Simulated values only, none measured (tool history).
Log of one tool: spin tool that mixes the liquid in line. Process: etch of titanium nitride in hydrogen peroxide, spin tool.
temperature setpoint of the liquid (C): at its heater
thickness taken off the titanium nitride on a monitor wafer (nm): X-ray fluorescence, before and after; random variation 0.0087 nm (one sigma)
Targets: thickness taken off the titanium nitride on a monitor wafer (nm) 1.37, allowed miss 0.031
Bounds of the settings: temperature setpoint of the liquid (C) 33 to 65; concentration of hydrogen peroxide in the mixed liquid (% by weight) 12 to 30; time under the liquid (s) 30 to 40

| run | hour | temperature setpoint of the liquid (C) | concentration of hydrogen peroxide in the mixed liquid (% by weight) | time under the liquid (s) | thickness taken off the titanium nitride on a monitor wafer (nm) |
|---|---|---|---|---|---|
| 1 | 0 | 49 | 22.5 | 40 | 3.2249 |
| 2 | 8.4 | 47 | 22.5 | 40 | 2.7948 |
| 3 | 12.8 | 45 | 22.5 | 40 | 2.4401 |
| 4 | 21.1 | 43.5 | 22.5 | 40 | 2.1496 |
| 5 | 24.9 | 42.5 | 22.5 | 40 | 2.0021 |
| 6 | 30 | 41.5 | 22.5 | 40 | 1.8587 |
| 7 | 36.2 | 36.5 | 22.5 | 40 | 1.2644 |
| 8 | 44 | 37 | 22.5 | 40 | 1.2991 |

Which of these 4 next moves meets every target?
| A | 51.8 | 36.5 | 22 | 40 | ? |
| B | 51.8 | 38.5 | 21 | 40 | ? |
| C | 51.8 | 37 | 27 | 40 | ? |
| D | 51.8 | 37.5 | 18.5 | 40 | ? |

| move | thickness taken off the titanium nitride on a monitor wafer (nm) |
|---|---|
| A | 1.2561 |
| B | 1.454 |
| C | 1.3659 |
| D | 1.309 |
A: further off than the last run
B: takes the result that was furthest off past its target
C: meets every target
D: nearer than the last run, and not there yet
Answer: C
